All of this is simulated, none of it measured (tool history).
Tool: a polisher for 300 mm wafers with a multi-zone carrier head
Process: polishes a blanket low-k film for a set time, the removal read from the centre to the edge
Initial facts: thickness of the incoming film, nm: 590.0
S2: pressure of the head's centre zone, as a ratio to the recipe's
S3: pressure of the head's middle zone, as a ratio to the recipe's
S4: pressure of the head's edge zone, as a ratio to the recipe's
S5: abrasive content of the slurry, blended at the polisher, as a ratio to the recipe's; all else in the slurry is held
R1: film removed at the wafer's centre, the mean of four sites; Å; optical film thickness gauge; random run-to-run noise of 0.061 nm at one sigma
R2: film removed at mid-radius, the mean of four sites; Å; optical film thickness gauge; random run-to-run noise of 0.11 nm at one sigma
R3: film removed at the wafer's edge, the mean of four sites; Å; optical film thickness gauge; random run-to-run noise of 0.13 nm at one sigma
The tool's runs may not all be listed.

Run 1, hour 0: flow of slurry (ml/min) 180, S2 1, S3 1, S4 1, S5 1, polishing time (s) 46. Result: R1 145.93 Å, R2 131.46 Å, R3 137.61 Å.
Run 2, hour 7.5: flow of slurry (ml/min) 180, S2 0.91, S3 1, S4 1, S5 1, polishing time (s) 46. Result: R1 132.98 Å, R2 132.7 Å, R3 137.15 Å.
Run 3, hour 14.7: flow of slurry (ml/min) 175, S2 0.9, S3 1, S4 1.01, S5 0.95, polishing time (s) 45. Result: R1 124.5 Å, R2 129.72 Å, R3 132.01 Å.
Run 4, hour 23.6: flow of slurry (ml/min) 175, S2 0.9, S3 1, S4 1.01, S5 0.95, polishing time (s) 55. Result: R1 150.68 Å, R2 152.83 Å, R3 163.62 Å.
Run 5, hour 30.5: flow of slurry (ml/min) 170, S2 0.89, S3 0.99, S4 1.01, S5 0.9, polishing time (s) 53. Result: R1 140.76 Å, R2 145.29 Å, R3 149.59 Å.
Run 6, hour 35.3: flow of slurry (ml/min) 165, S2 0.88, S3 0.98, S4 1.03, S5 0.85, polishing time (s) 51. Result: R1 130.88 Å, R2 132.72 Å, R3 141.78 Å.
Run 7, hour 43: flow of slurry (ml/min) 160, S2 0.87, S3 0.99, S4 1.05, S5 0.8, polishing time (s) 49. Result: R1 123.32 Å, R2 124.85 Å, R3 138.27 Å.
Run 8, hour 49.8: flow of slurry (ml/min) 160, S2 0.87, S3 0.99, S4 1.05, S5 0.8, polishing time (s) 49. Result: R1 121.32 Å, R2 127.34 Å, R3 139.47 Å.
Run 9, hour 55.8: flow of slurry (ml/min) 155, S2 0.86, S3 0.99, S4 1.05, S5 0.75, polishing time (s) 47. Result: R1 112.37 Å, R2 119.64 Å, R3 126.06 Å.
At hour 64.1: centre zone pressure recalibrated.
Run 10, hour 64.1: flow of slurry (ml/min) 150, S2 0.85, S3 0.99, S4 1.06, S5 0.7, polishing time (s) 46. Result: R1 97.688 Å, R2 109.88 Å, R3 121.56 Å.
Run 11, hour 67.3: flow of slurry (ml/min) 145, S2 0.85, S3 0.97, S4 1.04, S5 0.7, polishing time (s) 46. Result: R1 95.778 Å, R2 108.66 Å, R3 118.94 Å.
Run 12, hour 72.3: flow of slurry (ml/min) 150, S2 0.86, S3 0.95, S4 1.02, S5 0.7, polishing time (s) 46. Result: R1 98.296 Å, R2 105 Å, R3 115.68 Å.
Run 13, hour 76.3: flow of slurry (ml/min) 145, S2 0.85, S3 0.94, S4 1, S5 0.7, polishing time (s) 46. Result: R1 95.829 Å, R2 104.9 Å, R3 118.07 Å.
Run 14, hour 77.3: flow of slurry (ml/min) 150, S2 0.85, S3 0.94, S4 0.98, S5 0.65, polishing time (s) 46. Result: R1 94.431 Å, R2 104.91 Å, R3 111.34 Å.

Run 15 has not been measured yet. What should we expect?
Run 15, hour 84.5: flow of slurry (ml/min) 145, S2 0.85, S3 0.93, S4 0.97, S5 0.65, polishing time (s) 46. Result: R1 ?, R2 ?, R3 ?.

R1: 94.986 Å
R2: 103.09 Å
R3: 112.95 Å

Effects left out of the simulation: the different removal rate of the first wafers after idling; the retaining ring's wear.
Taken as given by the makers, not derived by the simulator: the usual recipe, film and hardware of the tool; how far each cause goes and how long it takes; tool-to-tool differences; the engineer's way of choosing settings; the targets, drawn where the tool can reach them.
